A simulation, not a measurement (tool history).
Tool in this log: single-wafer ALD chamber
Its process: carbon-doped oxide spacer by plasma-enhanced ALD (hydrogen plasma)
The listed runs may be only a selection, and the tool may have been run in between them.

run	hour	heater temperature setpoint (°C)	number of ALD cycles (cycles)	mean film thickness on the monitor wafer (nm)
1	0	400	461	22.901
2	3.2	401	438	21.666
3	8.7	402	420	20.736
4	14.4	402	361	18.009
5	18.4	402	356	17.655
6	21.3	402	352	17.47

Forecast run 7:
7	25.3	402	349	?

For run 7 the tool returned mean film thickness on the monitor wafer (nm) 17.215.
